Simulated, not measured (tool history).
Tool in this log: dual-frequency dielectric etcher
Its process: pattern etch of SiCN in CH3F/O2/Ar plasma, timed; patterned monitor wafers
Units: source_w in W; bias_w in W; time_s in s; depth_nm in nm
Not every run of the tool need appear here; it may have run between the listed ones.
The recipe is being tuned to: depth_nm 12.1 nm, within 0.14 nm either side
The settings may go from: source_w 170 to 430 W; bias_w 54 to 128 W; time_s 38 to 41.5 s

{"run": 1, "hour": 0.0, "source_w": 300, "bias_w": 91, "time_s": 41.5, "depth_nm": 14.886}
{"run": 2, "hour": 3.8, "source_w": 270, "bias_w": 91, "time_s": 41.5, "depth_nm": 14.328}
{"run": 3, "hour": 7.3, "source_w": 270, "bias_w": 75, "time_s": 41.5, "depth_nm": 13.839}
{"run": 4, "hour": 11.0, "source_w": 240, "bias_w": 72, "time_s": 41.5, "depth_nm": 13.229}
{"run": 5, "hour": 17.4, "source_w": 290, "bias_w": 72, "time_s": 41.5, "depth_nm": 14.03}
{"run": 6, "hour": 20.1, "source_w": 290, "bias_w": 72, "time_s": 41.5, "depth_nm": 13.987}
{"run": 7, "hour": 23.6, "source_w": 250, "bias_w": 70, "time_s": 41.5, "depth_nm": 13.233}
{"run": 8, "hour": 24.6, "source_w": 230, "bias_w": 69, "time_s": 41.5, "depth_nm": 12.787}
{"run": 9, "hour": 27.2, "source_w": 220, "bias_w": 69, "time_s": 41.5, "depth_nm": 12.61}
{"run": 10, "hour": 32.9, "source_w": 220, "bias_w": 69, "time_s": 41.5, "depth_nm": 12.596}
{"run": 11, "hour": 36.9, "source_w": 220, "bias_w": 69, "time_s": 41.5, "depth_nm": 12.692}
{"run": 12, "hour": 38.2, "source_w": 210, "bias_w": 69, "time_s": 41.5, "depth_nm": 12.49}

Exactly one of the 4 candidate moves below puts every result within its allowed miss. Which one?
{"run": "A", "hour": 39.5, "source_w": 230, "bias_w": 54, "time_s": 39.5, "depth_nm": "?"}
{"run": "B", "hour": 39.5, "source_w": 210, "bias_w": 63, "time_s": 41, "depth_nm": "?"}
{"run": "C", "hour": 39.5, "source_w": 190, "bias_w": 71, "time_s": 40.5, "depth_nm": "?"}
{"run": "D", "hour": 39.5, "source_w": 210, "bias_w": 70, "time_s": 39.5, "depth_nm": "?"}

move=A depth_nm=11.739
move=B depth_nm=12.106
move=C depth_nm=11.8
move=D depth_nm=11.891
A: the result that was furthest off in the last run now lies on the other side of its target
B: each result inside its tolerance
C: the result that was furthest off in the last run now lies on the other side of its target
D: the result that was furthest off in the last run now lies on the other side of its target
Go with B: it meets all targets.
